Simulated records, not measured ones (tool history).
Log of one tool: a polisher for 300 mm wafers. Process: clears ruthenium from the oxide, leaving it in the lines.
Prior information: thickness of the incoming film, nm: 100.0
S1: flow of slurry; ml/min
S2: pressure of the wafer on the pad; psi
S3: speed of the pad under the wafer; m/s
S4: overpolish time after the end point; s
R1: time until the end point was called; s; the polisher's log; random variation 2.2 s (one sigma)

Run 1, hour 0.0: S1 125 ml/min, S2 1.6 psi, S3 0.78 m/s, S4 10 s. Result: R1 156.63 s.
Run 2, hour 0.8: S1 155 ml/min, S2 1.6 psi, S3 0.78 m/s, S4 10 s. Result: R1 154.57 s.
Run 3, hour 1.8: S1 155 ml/min, S2 1.6 psi, S3 0.78 m/s, S4 10 s. Result: R1 153.97 s.
Run 4, hour 10.5: S1 155 ml/min, S2 1.6 psi, S3 0.78 m/s, S4 10 s. Result: R1 152.51 s.
Run 5, hour 11.4: S1 155 ml/min, S2 1.2 psi, S3 0.78 m/s, S4 10 s. Result: R1 184.35 s.
Run 6, hour 17.6: S1 185 ml/min, S2 1.2 psi, S3 0.78 m/s, S4 10 s. Result: R1 174.44 s.

The next listed run, before its measurement:
Run 7, hour 23.4: S1 185 ml/min, S2 1.3 psi, S3 0.78 m/s, S4 10 s. Result: R1 ?.

R1: 162.58 s

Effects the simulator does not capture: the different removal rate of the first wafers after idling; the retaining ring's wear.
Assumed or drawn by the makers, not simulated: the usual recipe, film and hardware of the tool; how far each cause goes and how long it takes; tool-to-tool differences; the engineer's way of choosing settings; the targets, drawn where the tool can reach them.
